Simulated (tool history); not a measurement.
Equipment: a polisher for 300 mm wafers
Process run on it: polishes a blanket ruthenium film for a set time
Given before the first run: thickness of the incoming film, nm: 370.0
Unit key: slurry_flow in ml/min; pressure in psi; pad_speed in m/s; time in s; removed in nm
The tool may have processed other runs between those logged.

Run 1, hour 0.0: slurry_flow 145 ml/min, pressure 1.6 psi, pad_speed 0.94 m/s, time 57 s. Result: removed 52.548 nm.
Run 2, hour 4.7: slurry_flow 165 ml/min, pressure 1.6 psi, pad_speed 0.94 m/s, time 57 s. Result: removed 55.421 nm.
Run 3, hour 9.5: slurry_flow 165 ml/min, pressure 1.6 psi, pad_speed 1.12 m/s, time 57 s. Result: removed 63.050 nm.
Run 4, hour 10.2: slurry_flow 165 ml/min, pressure 1.6 psi, pad_speed 1.12 m/s, time 52 s. Result: removed 56.798 nm.
Run 5, hour 15.0: slurry_flow 170 ml/min, pressure 1.7 psi, pad_speed 1.12 m/s, time 52 s. Result: removed 59.774 nm.
Run 6, hour 19.6: slurry_flow 170 ml/min, pressure 1.5 psi, pad_speed 1.12 m/s, time 52 s. Result: removed 54.772 nm.
Run 7, hour 24.1: slurry_flow 170 ml/min, pressure 1.6 psi, pad_speed 1.12 m/s, time 52 s. Result: removed 57.450 nm.
Run 8, hour 27.0: slurry_flow 170 ml/min, pressure 1.7 psi, pad_speed 1.12 m/s, time 52 s. Result: removed 60.773 nm.

Predict the results of run 9:
Run 9, hour 35.5: slurry_flow 170 ml/min, pressure 1.8 psi, pad_speed 1.12 m/s, time 52 s. Result: removed ?.

{"run 9": {"removed": 66.435}}

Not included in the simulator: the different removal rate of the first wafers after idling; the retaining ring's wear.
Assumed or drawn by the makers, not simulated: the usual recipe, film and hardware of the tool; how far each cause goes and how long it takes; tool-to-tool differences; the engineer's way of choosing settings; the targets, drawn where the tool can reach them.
